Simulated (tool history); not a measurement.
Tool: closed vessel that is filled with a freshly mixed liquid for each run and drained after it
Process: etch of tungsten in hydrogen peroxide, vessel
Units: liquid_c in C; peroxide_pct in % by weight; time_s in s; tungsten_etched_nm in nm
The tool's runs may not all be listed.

run  hour  liquid_c  peroxide_pct  time_s  tungsten_etched_nm
  1     0        44          18.5      30              34.447
  2   7.5        44          18.5      30              34.248
  3  16.2        44          18.5      30              34.288
  4  18.6        44          15.5      30              31.361
  5  21.1      45.5          15.5      30              34.675
  6  22.4      45.5          17.5      30              36.997
  7  26.9        46          17.5      30              37.635
  8  29.2      46.5          17.5      30              39.183
  9    34        47          17.5      30              40.585

Run 10 comes next. What will it give?
 10  37.9      47.5          17.5      30                   ?

tungsten_etched_nm: 41.641 nm
